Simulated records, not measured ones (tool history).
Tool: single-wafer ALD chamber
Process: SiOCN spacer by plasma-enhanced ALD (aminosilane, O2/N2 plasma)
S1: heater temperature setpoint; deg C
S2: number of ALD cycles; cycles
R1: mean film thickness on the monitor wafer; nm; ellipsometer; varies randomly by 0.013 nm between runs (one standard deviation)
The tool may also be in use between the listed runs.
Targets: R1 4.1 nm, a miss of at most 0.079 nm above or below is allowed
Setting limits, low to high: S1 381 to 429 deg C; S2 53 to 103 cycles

| run | day | S1 | S2 | R1 |
|---|---|---|---|---|
| 1 | 0 | 405 | 78 | 4.517 |
| 2 | 0.375 | 407 | 77 | 4.4046 |
| 3 | 0.746 | 409 | 77 | 4.3609 |
| 4 | 1.079 | 401 | 77 | 4.4906 |
| 5 | 1.296 | 409 | 77 | 4.3725 |
| 6 | 1.55 | 411 | 77 | 4.3593 |
| 7 | 1.925 | 412 | 76 | 4.2581 |
| 8 | 2.029 | 413 | 76 | 4.2867 |
| 9 | 2.267 | 414 | 76 | 4.2527 |

Exercise: of the 4 proposed moves below, exactly one satisfies all targets within the stated allowed misses. Which move is it?
| A | 2.504 | 410 | 79 | ? |
| B | 2.504 | 400 | 75 | ? |
| C | 2.504 | 398 | 70 | ? |
| D | 2.504 | 405 | 80 | ? |

| move | R1 |
|---|---|
| A | 4.4911 |
| B | 4.4001 |
| C | 4.1067 |
| D | 4.623 |
A: moves away from the targets compared with the last run
B: moves away from the targets compared with the last run
C: in spec on every target
D: moves away from the targets compared with the last run
Move C is the one to make.
